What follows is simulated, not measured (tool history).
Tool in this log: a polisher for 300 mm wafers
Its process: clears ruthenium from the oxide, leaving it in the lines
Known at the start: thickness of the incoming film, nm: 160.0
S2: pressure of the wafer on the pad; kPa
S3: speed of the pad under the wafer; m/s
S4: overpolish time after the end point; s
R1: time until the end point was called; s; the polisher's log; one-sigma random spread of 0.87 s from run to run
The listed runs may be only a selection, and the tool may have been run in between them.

Run 1, hour 0: flow of slurry (ml/min) 315, S2 17.2 kPa, S3 1.28 m/s, S4 4 s. Result: R1 106.87 s.
Run 2, hour 8.9: flow of slurry (ml/min) 315, S2 17.2 kPa, S3 1.28 m/s, S4 4 s. Result: R1 110.21 s.
Run 3, hour 12.5: flow of slurry (ml/min) 315, S2 17.2 kPa, S3 1.4 m/s, S4 4 s. Result: R1 98.317 s.
Run 4, hour 20.4: flow of slurry (ml/min) 315, S2 18.6 kPa, S3 1.4 m/s, S4 4 s. Result: R1 94.088 s.
Run 5, hour 24.2: flow of slurry (ml/min) 315, S2 15.2 kPa, S3 1.4 m/s, S4 4 s. Result: R1 110.38 s.
At hour 31.4: worn pad replaced by a new one.
Run 6, hour 31.4: flow of slurry (ml/min) 315, S2 17.2 kPa, S3 1.42 m/s, S4 4 s. Result: R1 90.111 s.
Run 7, hour 35: flow of slurry (ml/min) 315, S2 18.6 kPa, S3 1.42 m/s, S4 4 s. Result: R1 84.796 s.

Forecast run 8:
Run 8, hour 39.4: flow of slurry (ml/min) 315, S2 19.3 kPa, S3 1.42 m/s, S4 4 s. Result: R1 ?.

Run 8 produced R1 82.797 s.
